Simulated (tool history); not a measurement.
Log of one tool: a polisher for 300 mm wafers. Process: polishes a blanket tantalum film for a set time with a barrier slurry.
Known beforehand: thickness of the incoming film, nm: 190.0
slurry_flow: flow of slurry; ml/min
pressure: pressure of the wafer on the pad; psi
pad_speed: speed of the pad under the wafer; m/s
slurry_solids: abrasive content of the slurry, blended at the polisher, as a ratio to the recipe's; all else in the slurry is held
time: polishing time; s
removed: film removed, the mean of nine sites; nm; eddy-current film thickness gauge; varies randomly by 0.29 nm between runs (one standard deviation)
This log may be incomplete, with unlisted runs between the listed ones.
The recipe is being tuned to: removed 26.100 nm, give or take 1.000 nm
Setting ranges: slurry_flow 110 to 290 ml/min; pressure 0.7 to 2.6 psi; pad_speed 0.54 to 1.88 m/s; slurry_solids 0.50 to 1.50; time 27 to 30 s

{"run": 1, "hour": 0.0, "slurry_flow": 185, "pressure": 1.6, "pad_speed": 1.2, "slurry_solids": 1.0, "time": 30, "removed": 50.697}
{"run": 2, "hour": 7.3, "slurry_flow": 185, "pressure": 1.5, "pad_speed": 1.18, "slurry_solids": 1.0, "time": 30, "removed": 46.94}
{"run": 3, "hour": 12.9, "slurry_flow": 210, "pressure": 1.5, "pad_speed": 1.18, "slurry_solids": 1.0, "time": 30, "removed": 46.704}
{"run": 4, "hour": 16.0, "slurry_flow": 210, "pressure": 1.2, "pad_speed": 1.18, "slurry_solids": 1.0, "time": 30, "removed": 37.613}
{"run": 5, "hour": 24.2, "slurry_flow": 210, "pressure": 1.1, "pad_speed": 1.18, "slurry_solids": 1.0, "time": 30, "removed": 35.316}
{"run": 6, "hour": 31.0, "slurry_flow": 210, "pressure": 1.1, "pad_speed": 1.32, "slurry_solids": 1.0, "time": 30, "removed": 39.192}
{"run": 7, "hour": 39.4, "slurry_flow": 210, "pressure": 1.1, "pad_speed": 1.3, "slurry_solids": 1.0, "time": 30, "removed": 38.544}
{"run": 8, "hour": 44.4, "slurry_flow": 210, "pressure": 1.1, "pad_speed": 1.28, "slurry_solids": 1.0, "time": 30, "removed": 38.459}
{"run": 9, "hour": 52.4, "slurry_flow": 210, "pressure": 1.1, "pad_speed": 1.26, "slurry_solids": 1.0, "time": 30, "removed": 37.643}
{"run": 10, "hour": 55.6, "slurry_flow": 210, "pressure": 1.1, "pad_speed": 1.26, "slurry_solids": 1.0, "time": 30, "removed": 37.375}
{"run": 11, "hour": 61.1, "slurry_flow": 210, "pressure": 1.1, "pad_speed": 1.24, "slurry_solids": 1.0, "time": 30, "removed": 36.321}
{"run": 12, "hour": 62.8, "slurry_flow": 210, "pressure": 0.9, "pad_speed": 1.22, "slurry_solids": 1.0, "time": 30, "removed": 30.325}
{"run": 13, "hour": 63.8, "slurry_flow": 205, "pressure": 0.9, "pad_speed": 1.22, "slurry_solids": 1.0, "time": 30, "removed": 29.666}
{"run": 14, "hour": 66.4, "slurry_flow": 200, "pressure": 0.9, "pad_speed": 1.22, "slurry_solids": 1.0, "time": 30, "removed": 30.273}

Which one of the following 4 next-run settings gets every result inside its allowed miss? There is exactly one.
{"run": "A", "hour": 69.0, "slurry_flow": 150, "pressure": 0.8, "pad_speed": 1.06, "slurry_solids": 1.1, "time": 30, "removed": "?"}
{"run": "B", "hour": 69.0, "slurry_flow": 215, "pressure": 1.0, "pad_speed": 1.16, "slurry_solids": 1.05, "time": 27, "removed": "?"}
{"run": "C", "hour": 69.0, "slurry_flow": 210, "pressure": 0.8, "pad_speed": 1.28, "slurry_solids": 1.0, "time": 30, "removed": "?"}
{"run": "D", "hour": 69.0, "slurry_flow": 195, "pressure": 0.8, "pad_speed": 1.22, "slurry_solids": 1.0, "time": 29, "removed": "?"}

move=A removed=22.966
move=B removed=28.673
move=C removed=28.044
move=D removed=25.685
A: moves the result that the last run missed by most past its target, out the other side
B: better than the last run, though not everything is in spec
C: better than the last run, though not everything is in spec
D: hits every target within its allowed miss
D is the move that brings every result within its allowed miss.
